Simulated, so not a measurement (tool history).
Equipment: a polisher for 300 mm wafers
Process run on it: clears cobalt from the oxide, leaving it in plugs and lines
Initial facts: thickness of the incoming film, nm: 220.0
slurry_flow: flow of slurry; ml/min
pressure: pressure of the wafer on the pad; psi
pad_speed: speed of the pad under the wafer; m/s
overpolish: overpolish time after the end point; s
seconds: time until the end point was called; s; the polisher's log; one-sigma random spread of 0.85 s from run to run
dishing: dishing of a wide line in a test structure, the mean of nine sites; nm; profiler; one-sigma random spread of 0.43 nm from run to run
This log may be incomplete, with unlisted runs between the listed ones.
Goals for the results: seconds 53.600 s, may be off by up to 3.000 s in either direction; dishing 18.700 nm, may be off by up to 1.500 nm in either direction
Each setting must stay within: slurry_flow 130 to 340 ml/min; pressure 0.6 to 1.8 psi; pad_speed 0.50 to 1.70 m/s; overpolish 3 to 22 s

Run 1, hour 0.0: slurry_flow 220 ml/min, pressure 1.2 psi, pad_speed 1.10 m/s, overpolish 11 s. Result: seconds 78.549 s, dishing 22.010 nm.
Run 2, hour 5.5: slurry_flow 265 ml/min, pressure 1.2 psi, pad_speed 1.10 m/s, overpolish 11 s. Result: seconds 76.565 s, dishing 21.631 nm.
Run 3, hour 12.9: slurry_flow 290 ml/min, pressure 1.2 psi, pad_speed 1.10 m/s, overpolish 11 s. Result: seconds 74.133 s, dishing 22.700 nm.
Run 4, hour 13.9: slurry_flow 290 ml/min, pressure 1.2 psi, pad_speed 1.32 m/s, overpolish 11 s. Result: seconds 65.295 s, dishing 23.866 nm.
Run 5, hour 20.3: slurry_flow 290 ml/min, pressure 1.2 psi, pad_speed 1.32 m/s, overpolish 10 s. Result: seconds 67.303 s, dishing 22.917 nm.
Run 6, hour 21.8: slurry_flow 290 ml/min, pressure 1.2 psi, pad_speed 1.32 m/s, overpolish 6 s. Result: seconds 65.610 s, dishing 16.959 nm.
Run 7, hour 27.0: slurry_flow 290 ml/min, pressure 1.3 psi, pad_speed 1.34 m/s, overpolish 6 s. Result: seconds 61.148 s, dishing 16.694 nm.
Run 8, hour 32.6: slurry_flow 290 ml/min, pressure 1.3 psi, pad_speed 1.34 m/s, overpolish 6 s. Result: seconds 61.441 s, dishing 17.756 nm.

Pick the move, out of 5, that brings all results within their allowed miss; only one does.
Run A, hour 38.2: slurry_flow 320 ml/min, pressure 1.1 psi, pad_speed 1.22 m/s, overpolish 9 s. Result: seconds ?, dishing ?.
Run B, hour 38.2: slurry_flow 270 ml/min, pressure 1.2 psi, pad_speed 1.22 m/s, overpolish 8 s. Result: seconds ?, dishing ?.
Run C, hour 38.2: slurry_flow 310 ml/min, pressure 1.2 psi, pad_speed 1.70 m/s, overpolish 6 s. Result: seconds ?, dishing ?.
Run D, hour 38.2: slurry_flow 265 ml/min, pressure 1.2 psi, pad_speed 1.24 m/s, overpolish 7 s. Result: seconds ?, dishing ?.
Run E, hour 38.2: slurry_flow 265 ml/min, pressure 1.0 psi, pad_speed 1.24 m/s, overpolish 8 s. Result: seconds ?, dishing ?.

move  seconds  dishing
   A   73.829   19.004
   B   69.692   18.239
   C   52.721   18.102
   D   68.956   16.735
   E   80.415   16.511
A: further off than the last run
B: further off than the last run
C: each result inside its tolerance
D: further off than the last run
E: further off than the last run
Go with C: it meets all targets.
